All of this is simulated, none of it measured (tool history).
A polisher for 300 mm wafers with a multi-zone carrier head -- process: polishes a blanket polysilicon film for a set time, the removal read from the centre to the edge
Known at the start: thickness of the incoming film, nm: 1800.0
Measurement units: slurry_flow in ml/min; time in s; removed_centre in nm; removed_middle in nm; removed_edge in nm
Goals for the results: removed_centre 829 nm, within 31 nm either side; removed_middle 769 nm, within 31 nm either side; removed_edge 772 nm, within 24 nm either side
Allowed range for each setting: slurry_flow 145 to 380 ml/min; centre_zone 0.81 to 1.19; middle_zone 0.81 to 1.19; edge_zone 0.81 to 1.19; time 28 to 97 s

run	hour	slurry_flow	centre_zone	middle_zone	edge_zone	time	removed_centre	removed_middle	removed_edge
1	0	245	1	1	1	62	686.47	666.04	715.39
2	3.7	220	1	1	1	62	690.42	667.64	708.66
3	8.1	280	1	1	1	62	706.71	687.31	735.39
4	16.5	280	0.97	1	1	62	686.56	688.74	728.25
5	19.3	235	0.97	1	1	62	673.19	674.54	706.31
6	21.2	235	0.97	1	1	72	778.41	794.17	845.26
7	26.5	230	0.99	1	0.97	72	798.49	776.54	821.72
8	28.7	225	1	1.01	0.95	72	798.91	782.04	833.46

Exercise: of the 5 proposed moves below, exactly one satisfies all targets within the stated allowed misses. Which move is it?
A	30.9	260	1.02	0.89	0.92	68	?	?	?
B	30.9	225	1.1	1.07	0.95	68	?	?	?
C	30.9	235	1.09	0.92	0.92	68	?	?	?
D	30.9	205	0.92	0.98	0.99	72	?	?	?
E	30.9	225	1.01	0.95	1	73	?	?	?

move	removed_centre	removed_middle	removed_edge
A	774.19	687.08	784.78
B	820	776.33	784.85
C	816.65	695.86	777.67
D	716.54	759.88	840.77
E	807.95	761.38	864.7
A: the worst result of the last run now meets its target, but another is out of spec
B: meets every target
C: the worst result of the last run now meets its target, but another is out of spec
D: further off than the last run
E: further off than the last run
Answer: B
